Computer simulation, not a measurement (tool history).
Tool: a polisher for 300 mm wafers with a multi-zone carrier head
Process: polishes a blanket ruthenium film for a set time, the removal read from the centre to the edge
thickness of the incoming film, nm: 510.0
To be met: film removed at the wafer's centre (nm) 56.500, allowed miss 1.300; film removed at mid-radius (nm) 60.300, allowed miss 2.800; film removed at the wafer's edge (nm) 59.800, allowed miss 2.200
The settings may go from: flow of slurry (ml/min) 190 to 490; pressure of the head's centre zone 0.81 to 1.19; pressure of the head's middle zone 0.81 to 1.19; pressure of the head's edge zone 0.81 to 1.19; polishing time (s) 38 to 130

run,day,flow of slurry (ml/min),pressure of the head's centre zone,pressure of the head's middle zone,pressure of the head's edge zone,polishing time (s),film removed at the wafer's centre (nm),film removed at mid-radius (nm),film removed at the wafer's edge (nm)
1,0.000,315,1.00,1.00,1.00,84,69.182,70.108,66.563
2,0.362,350,1.00,1.00,1.00,84,70.008,69.599,67.636
3,0.650,340,0.96,0.97,0.97,83,66.673,66.833,66.447
4,0.758,325,0.93,0.96,0.95,81,62.928,65.130,65.534
5,0.921,320,0.92,0.96,0.94,79,61.895,62.654,62.080
6,1.158,320,0.92,0.90,0.94,79,61.584,61.194,62.378
7,1.521,310,0.90,0.91,0.93,78,59.863,60.042,59.896
8,1.879,305,0.88,0.91,0.93,78,58.733,59.156,60.770

4 next moves are on the table. One of them brings every result within its allowed miss. Which?
A,2.238,295,0.96,0.90,0.92,78,?,?,?
B,2.238,335,0.86,0.83,1.01,79,?,?,?
C,2.238,340,0.85,0.93,0.95,76,?,?,?
D,2.238,290,0.88,0.91,0.97,81,?,?,?

move,film removed at the wafer's centre (nm),film removed at mid-radius (nm),film removed at the wafer's edge (nm)
A,62.471,58.860,60.956
B,59.370,56.248,64.352
C,56.786,59.507,60.485
D,61.175,61.630,64.458
A: further off than the last run
B: further off than the last run
C: meets every target
D: further off than the last run
Move C is the one to make.
